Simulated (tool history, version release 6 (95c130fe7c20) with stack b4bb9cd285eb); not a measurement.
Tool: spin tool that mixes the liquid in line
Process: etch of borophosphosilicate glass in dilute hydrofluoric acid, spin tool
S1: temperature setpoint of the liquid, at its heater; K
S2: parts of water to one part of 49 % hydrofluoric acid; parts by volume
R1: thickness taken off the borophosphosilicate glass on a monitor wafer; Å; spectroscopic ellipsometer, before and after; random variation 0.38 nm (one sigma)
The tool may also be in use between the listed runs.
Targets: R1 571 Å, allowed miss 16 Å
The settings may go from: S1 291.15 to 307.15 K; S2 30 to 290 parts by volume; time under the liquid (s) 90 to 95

{"run": 1, "day": 0.0, "S1": 299.15, "S2": 160, "time under the liquid (s)": 90, "R1": 179.54}
{"run": 2, "day": 0.217, "S1": 299.15, "S2": 120, "time under the liquid (s)": 90, "R1": 248.65}
{"run": 3, "day": 0.471, "S1": 299.15, "S2": 80, "time under the liquid (s)": 90, "R1": 397.41}
{"run": 4, "day": 0.796, "S1": 299.15, "S2": 80, "time under the liquid (s)": 95, "R1": 414.88}
{"day": 0.892, "done": "thermometer replaced"}
{"run": 5, "day": 0.892, "S1": 300.65, "S2": 80, "time under the liquid (s)": 95, "R1": 476.41}
{"run": 6, "day": 1.254, "S1": 301.15, "S2": 80, "time under the liquid (s)": 95, "R1": 485.34}
{"run": 7, "day": 1.621, "S1": 305.15, "S2": 75, "time under the liquid (s)": 95, "R1": 614.4}
{"run": 8, "day": 1.908, "S1": 304.65, "S2": 75, "time under the liquid (s)": 95, "R1": 600.72}
{"run": 9, "day": 2.062, "S1": 304.15, "S2": 75, "time under the liquid (s)": 95, "R1": 592.54}

Which of these 4 next moves meets every target?
{"run": "A", "day": 2.217, "S1": 303.15, "S2": 70, "time under the liquid (s)": 95, "R1": "?"}
{"run": "B", "day": 2.217, "S1": 304.65, "S2": 85, "time under the liquid (s)": 95, "R1": "?"}
{"run": "C", "day": 2.217, "S1": 301.15, "S2": 70, "time under the liquid (s)": 95, "R1": "?"}
{"run": "D", "day": 2.217, "S1": 303.65, "S2": 80, "time under the liquid (s)": 95, "R1": "?"}

move=A R1=611.95
move=B R1=521.69
move=C R1=566.21
move=D R1=537.76
A: further off than the last run
B: takes the result that was furthest off past its target
C: meets every target
D: takes the result that was furthest off past its target
The right move is C.

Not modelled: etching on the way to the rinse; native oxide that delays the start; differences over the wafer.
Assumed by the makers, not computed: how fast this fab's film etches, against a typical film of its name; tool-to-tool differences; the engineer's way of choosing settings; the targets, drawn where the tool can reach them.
